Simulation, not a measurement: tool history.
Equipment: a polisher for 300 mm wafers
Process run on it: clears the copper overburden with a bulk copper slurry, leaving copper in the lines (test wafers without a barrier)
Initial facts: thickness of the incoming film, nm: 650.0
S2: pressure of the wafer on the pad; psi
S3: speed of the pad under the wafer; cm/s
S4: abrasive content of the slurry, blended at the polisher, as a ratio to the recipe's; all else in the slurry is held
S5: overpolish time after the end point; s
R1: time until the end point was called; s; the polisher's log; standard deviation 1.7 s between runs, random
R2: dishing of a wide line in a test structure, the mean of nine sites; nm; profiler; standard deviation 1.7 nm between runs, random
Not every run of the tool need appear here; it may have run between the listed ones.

run 1 hour=0 | flow_of_slurry_(ml/min)=280 S2=2.7 S3=126 S4=1 S5=29 | R1=66.56 R2=114.88
run 2 hour=3.6 | flow_of_slurry_(ml/min)=280 S2=2.7 S3=126 S4=0.9 S5=29 | R1=68.894 R2=118.19
run 3 hour=9.9 | flow_of_slurry_(ml/min)=280 S2=2.4 S3=116 S4=0.85 S5=32 | R1=83.652 R2=108.02
run 4 hour=16.1 | flow_of_slurry_(ml/min)=280 S2=2.2 S3=108 S4=0.8 S5=36 | R1=98.225 R2=107.54
run 5 hour=17.5 | flow_of_slurry_(ml/min)=280 S2=2.2 S3=108 S4=0.8 S5=24 | R1=99.529 R2=83.167
run 6 hour=18.5 | flow_of_slurry_(ml/min)=280 S2=2.8 S3=108 S4=0.8 S5=24 | R1=78.891 R2=103.53
run 7 hour=24.4 | flow_of_slurry_(ml/min)=275 S2=2.5 S3=102 S4=0.75 S5=29 | R1=92.742 R2=96.532
run 8 hour=26.6 | flow_of_slurry_(ml/min)=280 S2=2.2 S3=96 S4=0.75 S5=33 | R1=114.36 R2=94.519
run 9 hour=29.7 | flow_of_slurry_(ml/min)=280 S2=2 S3=94 S4=0.75 S5=35 | R1=126.14 R2=91.097
run 10 hour=30.9 | flow_of_slurry_(ml/min)=280 S2=1.8 S3=94 S4=0.75 S5=37 | R1=138.24 R2=81.862
run 11 hour=36.1 | flow_of_slurry_(ml/min)=280 S2=1.7 S3=92 S4=0.75 S5=40 | R1=150.91 R2=87.195
run 12 hour=44.1 | flow_of_slurry_(ml/min)=280 S2=1.6 S3=92 S4=0.75 S5=41 | R1=159.41 R2=80.595

Run 13 has not been measured yet. What should we expect?
run 13 hour=52.9 | flow_of_slurry_(ml/min)=280 S2=1.6 S3=92 S4=0.75 S5=43 | R1=? R2=?

Run 13 produced R1 157.59 s, R2 84.191 nm.
